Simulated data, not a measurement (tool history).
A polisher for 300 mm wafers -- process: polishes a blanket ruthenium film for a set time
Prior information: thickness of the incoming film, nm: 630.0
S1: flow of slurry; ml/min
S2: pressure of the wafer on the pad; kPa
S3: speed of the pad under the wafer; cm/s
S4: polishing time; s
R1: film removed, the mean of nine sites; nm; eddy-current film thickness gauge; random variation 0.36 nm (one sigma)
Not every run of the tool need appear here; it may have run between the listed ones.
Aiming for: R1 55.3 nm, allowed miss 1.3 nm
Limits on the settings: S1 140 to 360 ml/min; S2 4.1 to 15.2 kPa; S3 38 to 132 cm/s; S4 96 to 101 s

run    day   S1   S2  S3  S4      R1
  1      0  230  9.7  84  96  69.129
  2  0.054  255  9.7  84  96  70.873
  3  0.142  250  9.7  84  96  69.902
  4  0.212  245  9.7  84  96  69.113
  5  0.467  240  9.7  84  96  69.882
  6  0.558  235  9.7  84  96  68.982
  7  0.729  230  9.7  84  96  69.597
  8  0.954  230  8.3  84  96  62.534
     1.067  -- slurry nozzle cleaned
  9  1.067  220  7.6  84  96  58.723

Which of these 5 next moves meets every target?
  A  1.179  200  7.6   78  100   ?
  B  1.179  210  5.5  102   97   ?
  C  1.179  225  8.3   84   97   ?
  D  1.179  220  6.9   96  100   ?
  E  1.179  185  6.2  110  100   ?

move      R1
   A   58.06
   B  55.971
   C  64.127
   D  64.245
   E  65.847
A: gains on the last run, yet a result remains outside its allowed miss
B: every result within its allowed miss
C: its largest miss is bigger than the last run's
D: its largest miss is bigger than the last run's
E: its largest miss is bigger than the last run's
Go with B: it meets all targets.
